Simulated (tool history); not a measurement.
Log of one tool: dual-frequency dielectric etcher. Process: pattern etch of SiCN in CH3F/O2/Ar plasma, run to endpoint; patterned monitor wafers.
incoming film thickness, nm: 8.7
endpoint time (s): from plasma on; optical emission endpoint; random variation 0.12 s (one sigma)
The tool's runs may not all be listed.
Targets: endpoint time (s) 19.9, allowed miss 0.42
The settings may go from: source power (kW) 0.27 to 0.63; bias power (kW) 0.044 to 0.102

run	day	source power (kW)	bias power (kW)	endpoint time (s)
1	0	0.45	0.073	24.451
2	0.233	0.47	0.075	23.188
3	0.317	0.47	0.081	22.518
4	0.558	0.47	0.088	22.016
5	0.742	0.47	0.083	22.525
6	0.775	0.48	0.083	22.048
7	0.975	0.49	0.083	21.831
8	1.175	0.5	0.083	21.714
9	1.538	0.59	0.087	19.354

Which of these 4 next moves meets every target?
A	1.9	0.59	0.09	?
B	1.9	0.58	0.083	?
C	1.9	0.58	0.096	?
D	1.9	0.61	0.089	?

move	endpoint time (s)
A	18.92
B	19.694
C	18.619
D	18.674
A: further off than the last run
B: meets every target
C: further off than the last run
D: further off than the last run
The right move is B.
